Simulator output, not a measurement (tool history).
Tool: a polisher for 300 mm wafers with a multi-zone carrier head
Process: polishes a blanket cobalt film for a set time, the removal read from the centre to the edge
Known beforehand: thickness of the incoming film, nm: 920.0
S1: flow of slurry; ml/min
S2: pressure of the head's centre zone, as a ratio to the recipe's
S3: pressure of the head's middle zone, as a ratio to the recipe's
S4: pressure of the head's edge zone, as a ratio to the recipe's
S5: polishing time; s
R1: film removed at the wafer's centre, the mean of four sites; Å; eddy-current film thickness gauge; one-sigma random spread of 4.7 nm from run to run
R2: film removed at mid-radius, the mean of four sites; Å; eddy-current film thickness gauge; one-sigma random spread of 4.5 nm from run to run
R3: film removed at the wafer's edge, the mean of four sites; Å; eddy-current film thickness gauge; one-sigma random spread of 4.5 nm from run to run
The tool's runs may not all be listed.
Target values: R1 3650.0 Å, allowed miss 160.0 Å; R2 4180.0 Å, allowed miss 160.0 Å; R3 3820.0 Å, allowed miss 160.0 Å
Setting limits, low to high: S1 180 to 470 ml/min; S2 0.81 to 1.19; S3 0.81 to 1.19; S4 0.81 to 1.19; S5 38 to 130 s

run	hour	S1	S2	S3	S4	S5	R1	R2	R3
1	0.0	300	1.00	1.00	1.00	84	3107.8	3065.5	3006.4
2	6.2	300	1.00	1.00	0.96	84	3025.5	3036.5	2924.2
3	10.5	300	1.00	1.00	0.96	99	3641.9	3571.4	3482.1
4	11.7	300	1.00	1.00	0.96	84	2952.2	3107.8	2902.1
5	19.8	305	0.98	1.04	0.99	88	3078.8	3289.1	3062.3
6	23.0	305	0.97	1.06	1.02	92	3187.6	3556.4	3248.6
7	26.2	305	0.97	1.07	1.05	95	3313.2	3618.3	3433.0
8	29.6	310	0.97	1.09	1.07	97	3450.4	3831.4	3466.8
9	33.8	310	0.96	1.09	1.08	99	3423.4	3886.6	3613.9
10	42.0	310	0.96	1.10	1.09	100	3420.3	4068.5	3722.3
11	50.2	315	0.97	1.10	1.09	100	3486.2	3992.4	3734.0
12	53.1	315	0.98	1.11	1.09	100	3514.5	3982.4	3783.5

Which of these 4 next moves meets every target?
A	56.0	395	0.84	1.17	1.11	100	?	?	?
B	56.0	365	1.00	1.05	1.11	99	?	?	?
C	56.0	250	0.86	1.17	1.06	103	?	?	?
D	56.0	255	0.94	1.07	1.01	110	?	?	?

move	R1	R2	R3
A	3155.9	4294.1	3856.6
B	3593.8	3848.9	3806.7
C	3167.5	4244.7	3761.5
D	3652.3	4206.4	3934.5
A: the furthest-off result lands on target, but another misses its tolerance
B: the biggest miss grows against the last run
C: the furthest-off result lands on target, but another misses its tolerance
D: every result within its allowed miss
So the answer is move D, the one that meets all the targets.
